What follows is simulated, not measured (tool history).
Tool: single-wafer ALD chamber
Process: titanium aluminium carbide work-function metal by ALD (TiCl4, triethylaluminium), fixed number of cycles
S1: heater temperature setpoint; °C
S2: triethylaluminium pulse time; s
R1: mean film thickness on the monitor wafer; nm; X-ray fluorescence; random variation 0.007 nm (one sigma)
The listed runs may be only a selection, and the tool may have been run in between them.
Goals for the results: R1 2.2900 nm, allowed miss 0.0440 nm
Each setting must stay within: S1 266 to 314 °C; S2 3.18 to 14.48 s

run  hour   S1     S2      R1
  1   0.0  290   8.83  2.1028
  2   3.5  290   9.96  2.1315
  3   6.2  290  12.38  2.1656
  4   7.4  290  13.36  2.1820
  5  12.0  290  12.44  2.1729
  6  14.5  290  10.48  2.1371
  7  17.2  292  10.64  2.1583
  8  22.5  294  10.77  2.2019
  9  23.7  295  10.81  2.2071
 10  32.7  296  10.86  2.2240
 11  37.6  297  10.90  2.2265

Below are 5 possible settings for the next run. Only one of them brings all results inside the allowed miss of their targets. Which is it?
  A  42.5  292  11.49   ?
  B  42.5  302  11.27   ?
  C  42.5  292   9.95   ?
  D  42.5  308   6.35   ?
  E  42.5  289  10.96   ?

move      R1
   A  2.1801
   B  2.2884
   C  2.1545
   D  2.2054
   E  2.1393
A: lands further from the targets than the last run did
B: hits every target within its allowed miss
C: lands further from the targets than the last run did
D: lands further from the targets than the last run did
E: lands further from the targets than the last run did
The right move is B.
